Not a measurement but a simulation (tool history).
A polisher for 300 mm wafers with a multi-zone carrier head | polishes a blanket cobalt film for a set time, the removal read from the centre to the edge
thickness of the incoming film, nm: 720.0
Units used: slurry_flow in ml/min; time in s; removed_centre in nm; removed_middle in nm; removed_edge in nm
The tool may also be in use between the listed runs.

run,day,slurry_flow,centre_zone,middle_zone,edge_zone,time,removed_centre,removed_middle,removed_edge
1,0,300,1,1,1,41,240.97,239.4,242.13
2,0.225,340,1,1,1,41,240.9,244.26,239.24
3,0.521,340,1,1,1,33,192.9,194.87,194.32
4,0.733,340,1.09,1,1,33,212.24,195.98,192.97
5,1.079,340,1.09,0.93,1,33,214.54,180.27,188.25
6,1.317,340,1.09,1,1,33,214.17,191.82,192.34

Run 7, settings as shown, results not yet in. Your forecast:
7,1.604,350,1.07,0.98,0.95,30,?,?,?

removed_centre: 190.89 nm
removed_middle: 172.19 nm
removed_edge: 170.42 nm

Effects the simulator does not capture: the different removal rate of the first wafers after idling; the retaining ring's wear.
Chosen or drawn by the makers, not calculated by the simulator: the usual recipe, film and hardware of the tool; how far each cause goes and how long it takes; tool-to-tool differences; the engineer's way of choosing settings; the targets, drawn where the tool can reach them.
